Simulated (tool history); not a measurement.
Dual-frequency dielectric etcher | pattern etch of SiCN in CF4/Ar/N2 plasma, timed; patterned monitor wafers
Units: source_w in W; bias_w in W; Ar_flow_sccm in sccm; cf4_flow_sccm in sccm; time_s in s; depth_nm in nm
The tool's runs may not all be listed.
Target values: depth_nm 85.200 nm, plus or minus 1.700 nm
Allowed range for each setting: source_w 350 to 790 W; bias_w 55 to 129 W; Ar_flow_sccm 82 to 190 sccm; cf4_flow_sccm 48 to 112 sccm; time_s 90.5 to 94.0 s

run	hour	source_w	bias_w	Ar_flow_sccm	cf4_flow_sccm	time_s	depth_nm
1	0.0	570	92	136	80	90.5	100.320
2	2.7	570	92	136	93	90.5	102.130
3	4.3	570	92	115	93	90.5	104.430
4	7.8	570	92	106	93	90.5	106.770
5	14.6	570	92	106	100	90.5	107.810
6	19.9	570	99	106	100	90.5	109.500
7	28.7	550	99	106	100	90.5	105.920
8	34.5	530	99	106	100	90.5	100.860
9	38.6	520	99	106	100	90.5	99.209
10	42.9	510	99	106	100	90.5	98.278
11	45.6	400	97	106	100	90.5	74.508
12	49.9	470	98	106	100	90.5	88.914

4 candidate next runs follow, results not yet known. Just one meets every target within its allowed miss. Identify it.
A	54.2	500	117	120	96	90.5	?
B	54.2	410	109	83	105	94.0	?
C	54.2	490	97	110	101	91.5	?
D	54.2	510	89	127	92	94.0	?

move	depth_nm
A	96.773
B	84.879
C	93.010
D	93.856
A: moves away from the targets compared with the last run
B: all results in spec
C: moves away from the targets compared with the last run
D: moves away from the targets compared with the last run
Move B is the one to make.
